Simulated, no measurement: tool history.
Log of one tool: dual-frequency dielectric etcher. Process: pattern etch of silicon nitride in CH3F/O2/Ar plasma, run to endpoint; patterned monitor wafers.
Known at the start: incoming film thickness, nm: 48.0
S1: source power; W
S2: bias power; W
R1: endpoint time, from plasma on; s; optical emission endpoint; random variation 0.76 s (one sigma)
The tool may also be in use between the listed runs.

Run 1, hour 0: S1 350 W, S2 81 W. Result: R1 65.669 s.
Run 2, hour 5.5: S1 330 W, S2 77 W. Result: R1 70.487 s.
Run 3, hour 8.3: S1 320 W, S2 75 W. Result: R1 72.261 s.
Run 4, hour 12.8: S1 320 W, S2 89 W. Result: R1 65.152 s.
Run 5, hour 21.3: S1 310 W, S2 85 W. Result: R1 68.071 s.
Run 6, hour 29.5: S1 300 W, S2 82 W. Result: R1 70.333 s.
Run 7, hour 38.5: S1 290 W, S2 79 W. Result: R1 71.648 s.
Run 8, hour 45.2: S1 280 W, S2 75 W. Result: R1 75.362 s.
Run 9, hour 46.8: S1 270 W, S2 73 W. Result: R1 77.744 s.
Run 10, hour 48.7: S1 260 W, S2 71 W. Result: R1 81.277 s.
Run 11, hour 51.3: S1 260 W, S2 71 W. Result: R1 79.941 s.

The next listed run, before its measurement:
Run 12, hour 58.7: S1 210 W, S2 55 W. Result: R1 ?.

Run 12 gave R1 100.99 s.
